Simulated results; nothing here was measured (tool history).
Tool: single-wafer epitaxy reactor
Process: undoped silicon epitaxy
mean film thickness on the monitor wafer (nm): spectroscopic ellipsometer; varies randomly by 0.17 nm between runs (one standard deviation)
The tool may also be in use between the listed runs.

run	hour	wafer temperature setpoint (pyrometer-controlled) (deg C)	deposition time (s)	mean film thickness on the monitor wafer (nm)
1	0	650	332	61.241
2	1.1	658	332	73.713
3	9.1	658	304	67.094
4	13.4	663	304	74.66
5	22.2	671	304	90.22
6	30.4	664	303	76.448
7	38.5	658	302	66.418
8	47.5	653	301	59.2
9	50.7	641	296	43.973

What will run 10 give?
10	56.1	639	296	?

{"run 10": {"mean film thickness on the monitor wafer (nm)": 41.677}}
